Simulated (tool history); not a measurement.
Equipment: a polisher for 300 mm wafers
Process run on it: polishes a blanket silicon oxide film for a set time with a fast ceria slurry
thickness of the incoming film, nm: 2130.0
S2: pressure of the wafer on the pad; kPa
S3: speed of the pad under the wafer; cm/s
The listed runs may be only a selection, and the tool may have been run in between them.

Run 1, hour 0.0: flow of slurry (ml/min) 205, S2 22.8 kPa, S3 80 cm/s, polishing time (s) 33. Result: film removed (angstrom) 5263.2.
Run 2, hour 4.3: flow of slurry (ml/min) 205, S2 24.8 kPa, S3 80 cm/s, polishing time (s) 33. Result: film removed (angstrom) 5762.2.
Run 3, hour 9.5: flow of slurry (ml/min) 205, S2 26.2 kPa, S3 80 cm/s, polishing time (s) 33. Result: film removed (angstrom) 5994.0.
Run 4, hour 14.0: flow of slurry (ml/min) 205, S2 26.2 kPa, S3 80 cm/s, polishing time (s) 33. Result: film removed (angstrom) 6033.6.
Run 5, hour 16.6: flow of slurry (ml/min) 205, S2 26.9 kPa, S3 80 cm/s, polishing time (s) 33. Result: film removed (angstrom) 6319.3.
Run 6, hour 23.1: flow of slurry (ml/min) 205, S2 27.6 kPa, S3 80 cm/s, polishing time (s) 33. Result: film removed (angstrom) 6248.3.
Run 7, hour 25.7: flow of slurry (ml/min) 205, S2 28.3 kPa, S3 80 cm/s, polishing time (s) 33. Result: film removed (angstrom) 6434.9.

Run 8 has not been measured yet. What should we expect?
Run 8, hour 34.3: flow of slurry (ml/min) 205, S2 29.0 kPa, S3 80 cm/s, polishing time (s) 33. Result: film removed (angstrom) ?.

Run 8 came out at film removed (angstrom) 6607.0.
